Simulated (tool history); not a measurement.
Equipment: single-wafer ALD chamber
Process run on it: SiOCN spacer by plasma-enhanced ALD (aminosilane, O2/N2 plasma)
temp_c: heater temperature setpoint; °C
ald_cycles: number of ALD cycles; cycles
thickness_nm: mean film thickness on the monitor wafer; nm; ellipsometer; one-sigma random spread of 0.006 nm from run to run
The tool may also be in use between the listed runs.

run,hour,temp_c,ald_cycles,thickness_nm
1,0.0,385,46,2.4824
2,4.4,385,50,2.7092
3,7.8,385,48,2.6018
4,11.9,385,50,2.7057
5,15.5,391,50,2.7166
6,18.8,391,47,2.5547
7,23.8,391,45,2.4443
8,27.5,391,44,2.3805

Predict the results of run 9:
9,33.8,391,43,?

{"run 9": {"thickness_nm": 2.3244}}

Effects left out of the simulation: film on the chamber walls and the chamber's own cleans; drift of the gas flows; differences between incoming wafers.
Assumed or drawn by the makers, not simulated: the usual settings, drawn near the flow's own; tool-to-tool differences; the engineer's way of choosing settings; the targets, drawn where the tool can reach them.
